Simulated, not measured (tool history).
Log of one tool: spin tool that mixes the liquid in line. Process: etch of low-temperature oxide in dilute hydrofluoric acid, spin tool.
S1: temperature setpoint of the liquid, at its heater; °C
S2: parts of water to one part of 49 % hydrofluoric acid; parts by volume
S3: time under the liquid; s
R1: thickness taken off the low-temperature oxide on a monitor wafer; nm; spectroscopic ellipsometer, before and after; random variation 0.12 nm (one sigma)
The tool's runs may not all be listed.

run,day,S1,S2,S3,R1
1,0.000,25.0,215,330,20.047
2,0.075,28.0,215,330,22.658
3,0.379,26.0,220,330,20.611
4,0.658,24.5,225,330,18.792
5,0.808,23.5,230,330,17.607
6,1.008,22.5,235,330,16.605
7,1.046,21.5,240,330,15.382
8,1.133,21.0,240,330,15.283

Forecast run 9:
9,1.254,20.5,240,330,?

{"run 9": {"R1": 14.94}}
